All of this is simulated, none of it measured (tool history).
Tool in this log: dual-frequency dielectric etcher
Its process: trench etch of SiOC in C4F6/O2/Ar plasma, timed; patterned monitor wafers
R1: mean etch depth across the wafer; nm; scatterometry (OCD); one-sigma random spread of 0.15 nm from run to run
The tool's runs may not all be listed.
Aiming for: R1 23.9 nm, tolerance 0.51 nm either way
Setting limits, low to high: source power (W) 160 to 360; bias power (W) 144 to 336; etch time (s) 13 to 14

{"run": 1, "hour": 0.0, "source power (W)": 260, "bias power (W)": 240, "etch time (s)": 14, "R1": 27.185}
{"run": 2, "hour": 2.2, "source power (W)": 260, "bias power (W)": 274, "etch time (s)": 14, "R1": 28.009}
{"run": 3, "hour": 9.6, "source power (W)": 240, "bias power (W)": 265, "etch time (s)": 14, "R1": 27.244}
{"run": 4, "hour": 14.3, "source power (W)": 240, "bias power (W)": 265, "etch time (s)": 14, "R1": 27.252}
{"run": 5, "hour": 20.4, "source power (W)": 240, "bias power (W)": 289, "etch time (s)": 14, "R1": 27.672}
{"run": 6, "hour": 27.2, "source power (W)": 240, "bias power (W)": 289, "etch time (s)": 13, "R1": 25.845}
{"run": 7, "hour": 32.7, "source power (W)": 230, "bias power (W)": 284, "etch time (s)": 13, "R1": 25.512}
{"run": 8, "hour": 40.3, "source power (W)": 220, "bias power (W)": 280, "etch time (s)": 13, "R1": 24.979}
{"run": 9, "hour": 48.5, "source power (W)": 210, "bias power (W)": 278, "etch time (s)": 13, "R1": 24.805}

Consider the 4 candidate settings below. Which is the only one whose results all fall within their allowed miss of target?
{"run": "A", "hour": 56.7, "source power (W)": 230, "bias power (W)": 250, "etch time (s)": 13.5, "R1": "?"}
{"run": "B", "hour": 56.7, "source power (W)": 200, "bias power (W)": 265, "etch time (s)": 13.5, "R1": "?"}
{"run": "C", "hour": 56.7, "source power (W)": 210, "bias power (W)": 262, "etch time (s)": 14, "R1": "?"}
{"run": "D", "hour": 56.7, "source power (W)": 180, "bias power (W)": 210, "etch time (s)": 14, "R1": "?"}

move=A R1=25.854
move=B R1=25.3
move=C R1=26.485
move=D R1=24.279
A: the biggest miss grows against the last run
B: the biggest miss grows against the last run
C: the biggest miss grows against the last run
D: hits every target within its allowed miss
Move D is the one to make.

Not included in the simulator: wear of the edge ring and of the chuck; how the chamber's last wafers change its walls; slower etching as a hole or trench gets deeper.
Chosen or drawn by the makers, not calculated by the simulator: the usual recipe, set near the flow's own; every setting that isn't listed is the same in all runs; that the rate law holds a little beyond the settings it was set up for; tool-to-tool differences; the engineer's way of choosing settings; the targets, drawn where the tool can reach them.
